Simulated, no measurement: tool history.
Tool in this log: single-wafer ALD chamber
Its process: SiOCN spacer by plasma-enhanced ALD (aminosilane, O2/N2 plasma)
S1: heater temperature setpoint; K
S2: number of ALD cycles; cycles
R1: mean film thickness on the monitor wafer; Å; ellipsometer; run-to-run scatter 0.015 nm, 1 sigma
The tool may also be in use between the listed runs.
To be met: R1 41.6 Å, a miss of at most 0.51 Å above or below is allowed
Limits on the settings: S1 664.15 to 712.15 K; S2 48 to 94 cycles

{"run": 1, "hour": 0.0, "S1": 688.15, "S2": 71, "R1": 37.972}
{"run": 2, "hour": 4.7, "S1": 683.15, "S2": 72, "R1": 39.214}
{"run": 3, "hour": 6.8, "S1": 677.15, "S2": 72, "R1": 39.869}
{"run": 4, "hour": 12.7, "S1": 677.15, "S2": 64, "R1": 35.339}
{"run": 5, "hour": 13.9, "S1": 686.15, "S2": 64, "R1": 34.355}
{"run": 6, "hour": 21.0, "S1": 681.15, "S2": 67, "R1": 36.663}
{"run": 7, "hour": 27.5, "S1": 677.15, "S2": 69, "R1": 38.053}
{"run": 8, "hour": 30.2, "S1": 675.15, "S2": 70, "R1": 39.075}
{"run": 9, "hour": 38.0, "S1": 673.15, "S2": 71, "R1": 39.635}
{"run": 10, "hour": 42.8, "S1": 671.15, "S2": 72, "R1": 40.179}

5 candidate next runs follow, results not yet known. Just one meets every target within its allowed miss. Identify it.
{"run": "A", "hour": 47.6, "S1": 683.15, "S2": 69, "R1": "?"}
{"run": "B", "hour": 47.6, "S1": 667.15, "S2": 77, "R1": "?"}
{"run": "C", "hour": 47.6, "S1": 677.15, "S2": 75, "R1": "?"}
{"run": "D", "hour": 47.6, "S1": 677.15, "S2": 71, "R1": "?"}
{"run": "E", "hour": 47.6, "S1": 666.15, "S2": 72, "R1": "?"}

move=A R1=37.345
move=B R1=42.88
move=C R1=41.44
move=D R1=39.23
move=E R1=40.096
A: misses by more than the last run did
B: takes the result that was furthest off past its target
C: in spec on every target
D: misses by more than the last run did
E: misses by more than the last run did
C is the move that brings every result within its allowed miss.
